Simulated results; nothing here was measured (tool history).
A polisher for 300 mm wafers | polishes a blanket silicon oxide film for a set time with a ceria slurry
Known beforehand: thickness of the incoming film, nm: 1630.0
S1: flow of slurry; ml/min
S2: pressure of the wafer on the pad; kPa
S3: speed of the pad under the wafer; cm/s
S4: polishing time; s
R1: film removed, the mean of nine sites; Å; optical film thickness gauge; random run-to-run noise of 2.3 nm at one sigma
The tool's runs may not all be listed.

run 1 hour=0 | S1=215 S2=24.1 S3=102 S4=88 | R1=5343.1
run 2 hour=8.2 | S1=260 S2=24.1 S3=102 S4=88 | R1=5464.8
run 3 hour=10.9 | S1=225 S2=24.1 S3=102 S4=88 | R1=5248.4
run 4 hour=17.4 | S1=265 S2=24.1 S3=102 S4=88 | R1=5431.7
run 5 hour=26.3 | S1=260 S2=21.4 S3=102 S4=88 | R1=4934.8
run 6 hour=34.7 | S1=250 S2=19.3 S3=102 S4=88 | R1=4496

Forecast run 7:
run 7 hour=39.3 | S1=240 S2=17.9 S3=102 S4=88 | R1=?

{"run 7": {"R1": 4222.6}}

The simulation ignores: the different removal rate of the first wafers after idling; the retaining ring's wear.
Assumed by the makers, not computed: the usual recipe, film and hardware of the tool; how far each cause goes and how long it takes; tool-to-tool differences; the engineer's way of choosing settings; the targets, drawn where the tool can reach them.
